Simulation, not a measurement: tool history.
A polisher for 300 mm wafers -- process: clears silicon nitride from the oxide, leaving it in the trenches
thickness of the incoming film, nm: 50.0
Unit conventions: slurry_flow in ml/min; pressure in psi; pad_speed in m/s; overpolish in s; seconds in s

| run | hour | slurry_flow | pressure | pad_speed | overpolish | seconds |
|---|---|---|---|---|---|---|
| 1 | 0.0 | 320 | 2.4 | 0.82 | 31 | 66.561 |
| 2 | 5.8 | 320 | 2.4 | 0.74 | 31 | 72.656 |
| 3 | 10.0 | 320 | 2.4 | 0.62 | 31 | 86.756 |
| 4 | 18.0 | 390 | 2.4 | 0.62 | 31 | 86.991 |
| 5 | 21.9 | 390 | 2.3 | 0.60 | 31 | 92.130 |
| 6 | 24.2 | 390 | 1.8 | 0.60 | 31 | 118.800 |
| 7 | 28.4 | 390 | 1.8 | 0.60 | 31 | 114.910 |

Run 8 comes next. What will it give?
| 8 | 34.7 | 390 | 1.7 | 0.58 | 31 | ? |

Run 8 yielded seconds 126.300 s.
